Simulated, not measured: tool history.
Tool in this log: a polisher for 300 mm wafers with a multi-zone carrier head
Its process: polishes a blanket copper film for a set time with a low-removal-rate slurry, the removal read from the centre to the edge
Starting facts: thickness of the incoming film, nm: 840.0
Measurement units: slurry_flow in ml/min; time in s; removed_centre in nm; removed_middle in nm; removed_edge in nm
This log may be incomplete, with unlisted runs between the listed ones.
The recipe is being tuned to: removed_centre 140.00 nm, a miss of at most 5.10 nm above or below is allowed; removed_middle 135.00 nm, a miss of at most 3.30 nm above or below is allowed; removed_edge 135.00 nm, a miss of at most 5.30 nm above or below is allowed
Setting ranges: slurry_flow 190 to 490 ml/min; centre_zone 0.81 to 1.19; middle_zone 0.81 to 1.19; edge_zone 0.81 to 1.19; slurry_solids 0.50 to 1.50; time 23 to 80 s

Run 1, hour 0.0: slurry_flow 315 ml/min, centre_zone 1.00, middle_zone 1.00, edge_zone 1.00, slurry_solids 1.00, time 51 s. Result: removed_centre 108.36 nm, removed_middle 107.62 nm, removed_edge 107.36 nm.
Run 2, hour 4.2: slurry_flow 350 ml/min, centre_zone 1.00, middle_zone 1.00, edge_zone 1.00, slurry_solids 1.00, time 51 s. Result: removed_centre 106.99 nm, removed_middle 109.53 nm, removed_edge 109.41 nm.
Run 3, hour 5.7: slurry_flow 355 ml/min, centre_zone 1.03, middle_zone 1.02, edge_zone 1.03, slurry_solids 1.10, time 51 s. Result: removed_centre 117.03 nm, removed_middle 114.62 nm, removed_edge 114.10 nm.
Run 4, hour 8.4: slurry_flow 355 ml/min, centre_zone 1.11, middle_zone 1.02, edge_zone 1.03, slurry_solids 1.10, time 51 s. Result: removed_centre 124.50 nm, removed_middle 113.35 nm, removed_edge 114.59 nm.
Run 5, hour 14.5: slurry_flow 370 ml/min, centre_zone 1.11, middle_zone 1.04, edge_zone 1.06, slurry_solids 1.15, time 51 s. Result: removed_centre 125.75 nm, removed_middle 116.76 nm, removed_edge 114.80 nm.
Run 6, hour 20.0: slurry_flow 370 ml/min, centre_zone 1.14, middle_zone 1.04, edge_zone 1.06, slurry_solids 1.15, time 51 s. Result: removed_centre 128.38 nm, removed_middle 115.99 nm, removed_edge 116.36 nm.
Run 7, hour 22.3: slurry_flow 370 ml/min, centre_zone 1.13, middle_zone 1.04, edge_zone 1.08, slurry_solids 1.25, time 52 s. Result: removed_centre 130.49 nm, removed_middle 120.42 nm, removed_edge 123.03 nm.
Run 8, hour 29.6: slurry_flow 375 ml/min, centre_zone 1.14, middle_zone 1.05, edge_zone 1.09, slurry_solids 1.30, time 52 s. Result: removed_centre 136.11 nm, removed_middle 122.16 nm, removed_edge 123.47 nm.
Run 9, hour 32.1: slurry_flow 375 ml/min, centre_zone 1.13, middle_zone 1.06, edge_zone 1.11, slurry_solids 1.35, time 52 s. Result: removed_centre 133.92 nm, removed_middle 123.11 nm, removed_edge 125.77 nm.
Run 10, hour 38.1: slurry_flow 380 ml/min, centre_zone 1.13, middle_zone 1.07, edge_zone 1.12, slurry_solids 1.40, time 52 s. Result: removed_centre 135.60 nm, removed_middle 126.34 nm, removed_edge 126.45 nm.
Run 11, hour 39.0: slurry_flow 380 ml/min, centre_zone 1.13, middle_zone 1.07, edge_zone 1.12, slurry_solids 1.40, time 52 s. Result: removed_centre 136.41 nm, removed_middle 127.48 nm, removed_edge 125.59 nm.
Run 12, hour 40.4: slurry_flow 380 ml/min, centre_zone 1.12, middle_zone 1.07, edge_zone 1.13, slurry_solids 1.40, time 52 s. Result: removed_centre 136.64 nm, removed_middle 125.63 nm, removed_edge 127.03 nm.
Run 13, hour 46.1: slurry_flow 380 ml/min, centre_zone 1.11, middle_zone 1.08, edge_zone 1.14, slurry_solids 1.40, time 52 s. Result: removed_centre 132.86 nm, removed_middle 124.94 nm, removed_edge 129.82 nm.
Run 14, hour 54.3: slurry_flow 385 ml/min, centre_zone 1.12, middle_zone 1.09, edge_zone 1.14, slurry_solids 1.40, time 52 s. Result: removed_centre 134.69 nm, removed_middle 128.14 nm, removed_edge 125.81 nm.
Run 15, hour 55.2: slurry_flow 385 ml/min, centre_zone 1.12, middle_zone 1.09, edge_zone 1.15, slurry_solids 1.40, time 52 s. Result: removed_centre 135.73 nm, removed_middle 127.75 nm, removed_edge 126.52 nm.
Run 16, hour 56.5: slurry_flow 385 ml/min, centre_zone 1.11, middle_zone 1.09, edge_zone 1.15, slurry_solids 1.40, time 52 s. Result: removed_centre 135.05 nm, removed_middle 127.46 nm, removed_edge 131.37 nm.
Run 17, hour 64.7: slurry_flow 395 ml/min, centre_zone 1.11, middle_zone 1.10, edge_zone 1.15, slurry_solids 1.40, time 52 s. Result: removed_centre 135.35 nm, removed_middle 128.28 nm, removed_edge 130.19 nm.

5 next moves are on the table. One of them brings every result within its allowed miss. Which?
Run A, hour 72.9: slurry_flow 450 ml/min, centre_zone 1.07, middle_zone 1.05, edge_zone 1.08, slurry_solids 1.30, time 57 s. Result: removed_centre ?, removed_middle ?, removed_edge ?.
Run B, hour 72.9: slurry_flow 435 ml/min, centre_zone 1.15, middle_zone 1.16, edge_zone 1.04, slurry_solids 1.40, time 52 s. Result: removed_centre ?, removed_middle ?, removed_edge ?.
Run C, hour 72.9: slurry_flow 480 ml/min, centre_zone 1.08, middle_zone 1.13, edge_zone 1.09, slurry_solids 1.30, time 51 s. Result: removed_centre ?, removed_middle ?, removed_edge ?.
Run D, hour 72.9: slurry_flow 220 ml/min, centre_zone 1.00, middle_zone 1.07, edge_zone 1.05, slurry_solids 1.15, time 62 s. Result: removed_centre ?, removed_middle ?, removed_edge ?.
Run E, hour 72.9: slurry_flow 475 ml/min, centre_zone 1.16, middle_zone 1.18, edge_zone 1.09, slurry_solids 1.50, time 50 s. Result: removed_centre ?, removed_middle ?, removed_edge ?.

move  removed_centre  removed_middle  removed_edge
   A          140.22          137.50        137.14
   B          139.50          136.05        124.39
   C          127.28          129.86        123.58
   D          127.61          136.77        135.13
   E          138.27          135.18        124.85
A: all results land within tolerance of their targets
B: the worst result of the last run now meets its target, but another is out of spec
C: its largest miss is bigger than the last run's
D: the worst result of the last run now meets its target, but another is out of spec
E: the worst result of the last run now meets its target, but another is out of spec
The right move is A.

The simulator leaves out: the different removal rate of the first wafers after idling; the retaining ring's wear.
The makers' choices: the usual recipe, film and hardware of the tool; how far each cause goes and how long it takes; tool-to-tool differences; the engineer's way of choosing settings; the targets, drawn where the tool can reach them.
